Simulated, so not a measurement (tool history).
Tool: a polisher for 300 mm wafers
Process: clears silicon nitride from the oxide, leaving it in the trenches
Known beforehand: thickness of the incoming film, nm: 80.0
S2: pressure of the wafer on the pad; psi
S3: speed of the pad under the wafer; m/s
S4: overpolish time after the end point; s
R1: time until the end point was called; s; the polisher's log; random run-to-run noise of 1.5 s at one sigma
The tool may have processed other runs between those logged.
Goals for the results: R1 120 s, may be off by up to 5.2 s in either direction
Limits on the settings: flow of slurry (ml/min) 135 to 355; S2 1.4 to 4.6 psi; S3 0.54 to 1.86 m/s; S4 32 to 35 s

Run 1, hour 0: flow of slurry (ml/min) 225, S2 3 psi, S3 1.18 m/s, S4 32 s. Result: R1 70.857 s.
Run 2, hour 1.3: flow of slurry (ml/min) 185, S2 3 psi, S3 1.18 m/s, S4 32 s. Result: R1 70.684 s.
Run 3, hour 6.1: flow of slurry (ml/min) 185, S2 3.6 psi, S3 1.18 m/s, S4 32 s. Result: R1 62.965 s.
Run 4, hour 7.9: flow of slurry (ml/min) 185, S2 2.9 psi, S3 1.1 m/s, S4 32 s. Result: R1 77.397 s.
Run 5, hour 12.2: flow of slurry (ml/min) 185, S2 2.4 psi, S3 1.04 m/s, S4 32 s. Result: R1 90.301 s.
Run 6, hour 16.2: flow of slurry (ml/min) 185, S2 2.8 psi, S3 1.04 m/s, S4 32 s. Result: R1 83.491 s.
Run 7, hour 17.5: flow of slurry (ml/min) 185, S2 2 psi, S3 0.96 m/s, S4 32 s. Result: R1 109.83 s.
Run 8, hour 25.1: flow of slurry (ml/min) 185, S2 1.9 psi, S3 0.96 m/s, S4 32 s. Result: R1 108.74 s.
Run 9, hour 31.4: flow of slurry (ml/min) 185, S2 1.5 psi, S3 0.94 m/s, S4 32 s. Result: R1 128.96 s.
At hour 38.4: head pressure recalibrated.
Run 10, hour 38.4: flow of slurry (ml/min) 185, S2 1.6 psi, S3 0.94 m/s, S4 32 s. Result: R1 130.75 s.
Run 11, hour 41.2: flow of slurry (ml/min) 185, S2 1.7 psi, S3 0.94 m/s, S4 32 s. Result: R1 126.7 s.

Below are 4 possible settings for the next run. Only one of them brings all results inside the allowed miss of their targets. Which is it?
Run A, hour 44: flow of slurry (ml/min) 180, S2 1.9 psi, S3 0.94 m/s, S4 35 s. Result: R1 ?.
Run B, hour 44: flow of slurry (ml/min) 200, S2 1.7 psi, S3 0.9 m/s, S4 32 s. Result: R1 ?.
Run C, hour 44: flow of slurry (ml/min) 165, S2 1.9 psi, S3 0.88 m/s, S4 32 s. Result: R1 ?.
Run D, hour 44: flow of slurry (ml/min) 200, S2 1.5 psi, S3 0.96 m/s, S4 35 s. Result: R1 ?.

move      R1
   A  121.33
   B  131.13
   C  131.31
   D  130.28
A: every result within its allowed miss
B: further off than the last run
C: further off than the last run
D: further off than the last run
A is the move that brings every result within its allowed miss.
